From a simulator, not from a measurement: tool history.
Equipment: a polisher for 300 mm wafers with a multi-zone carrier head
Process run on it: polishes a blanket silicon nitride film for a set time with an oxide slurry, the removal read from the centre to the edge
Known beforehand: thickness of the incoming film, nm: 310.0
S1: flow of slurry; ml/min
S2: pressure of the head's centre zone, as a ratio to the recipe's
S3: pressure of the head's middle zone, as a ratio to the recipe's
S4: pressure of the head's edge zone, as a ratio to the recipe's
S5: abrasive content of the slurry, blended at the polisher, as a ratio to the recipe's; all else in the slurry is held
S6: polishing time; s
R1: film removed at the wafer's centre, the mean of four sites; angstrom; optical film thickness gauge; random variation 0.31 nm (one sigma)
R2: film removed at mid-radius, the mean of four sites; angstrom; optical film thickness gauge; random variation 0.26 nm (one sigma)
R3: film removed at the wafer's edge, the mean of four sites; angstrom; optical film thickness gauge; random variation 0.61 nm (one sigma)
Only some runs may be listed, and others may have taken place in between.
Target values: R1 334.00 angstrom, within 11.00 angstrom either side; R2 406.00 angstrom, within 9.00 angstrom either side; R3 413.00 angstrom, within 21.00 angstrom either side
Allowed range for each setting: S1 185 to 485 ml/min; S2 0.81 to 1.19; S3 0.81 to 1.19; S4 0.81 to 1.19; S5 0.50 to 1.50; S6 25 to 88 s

run  hour   S1    S2    S3    S4    S5  S6      R1      R2      R3
  1   0.0  310  1.00  1.00  1.00  1.00  56  354.56  367.78  357.68
  2   1.2  320  0.97  1.02  1.06  1.00  56  355.75  376.14  373.15
  3   4.6  320  0.97  1.02  1.06  1.20  56  393.73  420.41  419.35
  4  12.4  320  0.97  1.08  1.06  1.20  56  386.89  436.78  415.99
  5  19.4  320  0.97  1.08  1.11  1.20  56  388.89  435.93  422.10
  6  20.0  320  0.97  1.17  1.11  1.20  56  386.90  469.95  416.25
  7  20.8  305  0.94  1.13  1.11  1.20  56  369.32  457.22  413.24
  8  25.7  290  0.92  1.09  1.12  1.20  56  365.90  435.37  413.34
     30.1  -- worn pad replaced by a new one
  9  30.1  250  0.82  1.04  1.16  1.20  56  377.11  471.58  477.74
 10  38.7  250  0.82  1.03  1.15  1.10  56  345.47  455.12  465.32
 11  47.1  250  0.84  1.02  1.13  1.05  56  349.65  430.74  444.13

5 next moves are on the table. One of them brings every result within its allowed miss. Which?
  A  55.5  270  0.89  1.06  1.19  1.05  50   ?   ?   ?
  B  55.5  245  0.88  1.05  1.03  1.00  55   ?   ?   ?
  C  55.5  245  0.89  1.19  1.03  0.90  57   ?   ?   ?
  D  55.5  370  0.98  1.06  1.02  1.10  46   ?   ?   ?
  E  55.5  280  0.83  1.09  1.02  1.05  54   ?   ?   ?

move      R1      R2      R3
   A  331.50  408.46  414.97
   B  345.89  427.90  408.23
   C  337.20  459.12  392.68
   D  353.91  397.25  370.92
   E  336.96  453.68  415.52
A: all results land within tolerance of their targets
B: gains on the last run, yet a result remains outside its allowed miss
C: further off than the last run
D: meets the target for the result that was furthest off, but another lies outside its allowed miss
E: further off than the last run
Correct choice: A, which meets every target
